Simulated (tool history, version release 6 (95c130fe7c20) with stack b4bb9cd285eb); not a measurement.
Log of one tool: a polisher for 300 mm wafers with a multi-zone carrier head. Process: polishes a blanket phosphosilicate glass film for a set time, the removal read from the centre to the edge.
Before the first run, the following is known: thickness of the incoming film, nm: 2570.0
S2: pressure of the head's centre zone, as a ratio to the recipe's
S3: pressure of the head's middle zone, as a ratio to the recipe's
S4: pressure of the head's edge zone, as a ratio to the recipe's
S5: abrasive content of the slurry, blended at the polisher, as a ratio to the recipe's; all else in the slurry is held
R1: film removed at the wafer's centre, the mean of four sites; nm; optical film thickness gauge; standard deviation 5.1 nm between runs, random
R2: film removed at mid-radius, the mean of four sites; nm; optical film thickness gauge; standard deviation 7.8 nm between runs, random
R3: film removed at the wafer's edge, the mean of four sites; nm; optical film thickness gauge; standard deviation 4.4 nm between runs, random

{"run": 1, "hour": 0.0, "flow of slurry (ml/min)": 230, "S2": 1, "S3": 1, "S4": 1, "S5": 1, "polishing time (s)": 84, "R1": 681.95, "R2": 696.36, "R3": 707.27}
{"run": 2, "hour": 0.6, "flow of slurry (ml/min)": 230, "S2": 0.94, "S3": 1, "S4": 1, "S5": 1, "polishing time (s)": 84, "R1": 657.34, "R2": 713.93, "R3": 702.77}
{"run": 3, "hour": 7.9, "flow of slurry (ml/min)": 230, "S2": 0.96, "S3": 0.99, "S4": 0.97, "S5": 0.95, "polishing time (s)": 84, "R1": 646.95, "R2": 694.33, "R3": 677.41}
{"run": 4, "hour": 11.0, "flow of slurry (ml/min)": 200, "S2": 0.96, "S3": 0.99, "S4": 0.97, "S5": 0.95, "polishing time (s)": 84, "R1": 644.08, "R2": 696.41, "R3": 665.91}
{"run": 5, "hour": 12.1, "flow of slurry (ml/min)": 200, "S2": 0.96, "S3": 0.99, "S4": 0.97, "S5": 1.05, "polishing time (s)": 84, "R1": 663.69, "R2": 716.99, "R3": 703.26}
{"run": 6, "hour": 19.6, "flow of slurry (ml/min)": 170, "S2": 0.96, "S3": 0.99, "S4": 0.97, "S5": 1.05, "polishing time (s)": 84, "R1": 640.75, "R2": 669.51, "R3": 681.12}
{"run": 7, "hour": 21.5, "flow of slurry (ml/min)": 165, "S2": 0.97, "S3": 0.98, "S4": 0.96, "S5": 1, "polishing time (s)": 84, "R1": 624.81, "R2": 661.09, "R3": 666.87}
{"run": 8, "hour": 29.1, "flow of slurry (ml/min)": 170, "S2": 0.99, "S3": 0.97, "S4": 0.95, "S5": 0.95, "polishing time (s)": 84, "R1": 628.07, "R2": 630.52, "R3": 647.75}

Predict the results of run 9:
{"run": 9, "hour": 33.7, "flow of slurry (ml/min)": 170, "S2": 1, "S3": 0.97, "S4": 0.93, "S5": 0.9, "polishing time (s)": 84, "R1": "?", "R2": "?", "R3": "?"}

{"run 9": {"R1": 622.81, "R2": 643.62, "R3": 630.52}}
